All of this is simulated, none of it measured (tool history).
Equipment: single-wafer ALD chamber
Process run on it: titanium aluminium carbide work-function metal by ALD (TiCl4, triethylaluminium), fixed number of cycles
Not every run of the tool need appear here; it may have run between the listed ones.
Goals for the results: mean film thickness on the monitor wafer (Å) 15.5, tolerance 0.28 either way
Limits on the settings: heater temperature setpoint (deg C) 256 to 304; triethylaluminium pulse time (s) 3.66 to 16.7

run  hour  heater temperature setpoint (deg C)  triethylaluminium pulse time (s)  mean film thickness on the monitor wafer (Å)
  1     0                                  280                             10.18                                        16.993
  2   7.1                                  278                              9.96                                        16.879
  3   8.9                                  276                              9.69                                        16.592
  4  17.6                                  276                              7.26                                        15.969
  5  19.8                                  276                              5.81                                        15.006
  6  24.6                                  276                              7.56                                        16.028
  7  27.6                                  275                              7.43                                        15.987
  8  34.4                                  275                              7.23                                        15.757
  9  36.7                                  275                              7.18                                        15.836

4 candidate next runs follow, results not yet known. Just one meets every target within its allowed miss. Identify it.
  A    39                                  281                              6.95                                             ?
  B    39                                  275                              6.48                                             ?
  C    39                                  278                             10.45                                             ?
  D    39                                  276                              7.72                                             ?

move  mean film thickness on the monitor wafer (Å)
   A                                        16.118
   B                                         15.44
   C                                        16.964
   D                                        16.112
A: moves away from the targets compared with the last run
B: every result lands within tolerance
C: moves away from the targets compared with the last run
D: moves away from the targets compared with the last run
The right move is B.
